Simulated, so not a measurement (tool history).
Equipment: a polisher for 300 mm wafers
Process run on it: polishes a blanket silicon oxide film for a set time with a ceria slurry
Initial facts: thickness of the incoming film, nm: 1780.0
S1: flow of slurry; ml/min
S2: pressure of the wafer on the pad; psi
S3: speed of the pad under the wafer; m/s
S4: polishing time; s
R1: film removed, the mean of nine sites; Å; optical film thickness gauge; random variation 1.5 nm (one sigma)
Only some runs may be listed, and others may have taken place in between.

run	day	S1	S2	S3	S4	R1
1	0.000	155	3.3	1.32	45	2719.0
2	0.038	195	3.3	1.32	45	2791.8
3	0.242	195	3.1	1.32	45	2627.2
4	0.492	195	2.9	1.32	45	2500.5
5	0.579	195	2.5	1.32	45	2132.0
6	0.650	190	2.4	1.32	45	2048.0
7	0.688	145	2.0	1.32	45	1648.6
8	0.983	150	2.0	1.32	45	1670.6
9	1.071	155	2.0	1.32	45	1688.9
10	1.350	165	2.0	1.32	45	1675.3

The next listed run, before its measurement:
11	1.471	170	2.0	1.32	45	?

R1: 1709.3 Å

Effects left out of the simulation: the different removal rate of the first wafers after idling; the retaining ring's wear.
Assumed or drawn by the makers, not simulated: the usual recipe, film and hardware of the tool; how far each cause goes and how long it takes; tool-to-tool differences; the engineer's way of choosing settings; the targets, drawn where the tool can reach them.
